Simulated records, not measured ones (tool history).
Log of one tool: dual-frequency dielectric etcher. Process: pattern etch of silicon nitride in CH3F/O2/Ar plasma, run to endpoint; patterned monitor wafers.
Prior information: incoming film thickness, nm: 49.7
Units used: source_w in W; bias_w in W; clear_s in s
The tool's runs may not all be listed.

{"run": 1, "day": 0.0, "source_w": 480, "bias_w": 65, "clear_s": 70.168}
{"run": 2, "day": 0.158, "source_w": 460, "bias_w": 64, "clear_s": 71.943}
{"run": 3, "day": 0.283, "source_w": 440, "bias_w": 63, "clear_s": 73.047}
{"run": 4, "day": 0.633, "source_w": 430, "bias_w": 62, "clear_s": 74.801}
{"run": 5, "day": 0.967, "source_w": 430, "bias_w": 57, "clear_s": 76.323}
{"run": 6, "day": 1.112, "source_w": 340, "bias_w": 57, "clear_s": 85.2}

Forecast run 7:
{"run": 7, "day": 1.171, "source_w": 350, "bias_w": 57, "clear_s": "?"}

{"run 7": {"clear_s": 83.402}}
